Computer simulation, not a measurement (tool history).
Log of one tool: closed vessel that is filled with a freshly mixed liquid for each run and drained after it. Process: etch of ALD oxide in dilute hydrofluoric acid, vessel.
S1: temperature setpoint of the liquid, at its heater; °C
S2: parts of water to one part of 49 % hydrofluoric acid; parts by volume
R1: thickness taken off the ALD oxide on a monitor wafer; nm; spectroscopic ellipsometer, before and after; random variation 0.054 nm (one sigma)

Run 1, day 0.000: S1 21.0 °C, S2 195 parts by volume, time in the liquid (s) 30. Result: R1 3.4996 nm.
Run 2, day 0.212: S1 21.0 °C, S2 230 parts by volume, time in the liquid (s) 30. Result: R1 2.8403 nm.
Run 3, day 0.567: S1 21.0 °C, S2 230 parts by volume, time in the liquid (s) 30. Result: R1 2.8882 nm.
Run 4, day 0.900: S1 21.0 °C, S2 230 parts by volume, time in the liquid (s) 30. Result: R1 2.8681 nm.
Run 5, day 1.221: S1 21.0 °C, S2 230 parts by volume, time in the liquid (s) 30. Result: R1 2.8091 nm.
Run 6, day 1.267: S1 23.5 °C, S2 230 parts by volume, time in the liquid (s) 30. Result: R1 3.1323 nm.
Run 7, day 1.362: S1 24.0 °C, S2 215 parts by volume, time in the liquid (s) 30. Result: R1 3.5047 nm.
Run 8, day 1.492: S1 24.5 °C, S2 200 parts by volume, time in the liquid (s) 30. Result: R1 3.8569 nm.
Run 9, day 1.667: S1 25.0 °C, S2 190 parts by volume, time in the liquid (s) 30. Result: R1 4.1663 nm.
Run 10, day 1.875: S1 25.5 °C, S2 180 parts by volume, time in the liquid (s) 30. Result: R1 4.5637 nm.
Run 11, day 2.083: S1 26.0 °C, S2 170 parts by volume, time in the liquid (s) 30. Result: R1 4.9473 nm.
Run 12, day 2.167: S1 26.5 °C, S2 165 parts by volume, time in the liquid (s) 30. Result: R1 5.2543 nm.
Run 13, day 2.400: S1 27.0 °C, S2 160 parts by volume, time in the liquid (s) 30. Result: R1 5.5770 nm.
Run 14, day 2.750: S1 27.5 °C, S2 155 parts by volume, time in the liquid (s) 30. Result: R1 5.8278 nm.
Run 15, day 3.100: S1 27.5 °C, S2 150 parts by volume, time in the liquid (s) 30. Result: R1 6.1098 nm.

Forecast run 16:
Run 16, day 3.204: S1 27.5 °C, S2 145 parts by volume, time in the liquid (s) 30. Result: R1 ?.

Run 16 gave R1 6.3606 nm.
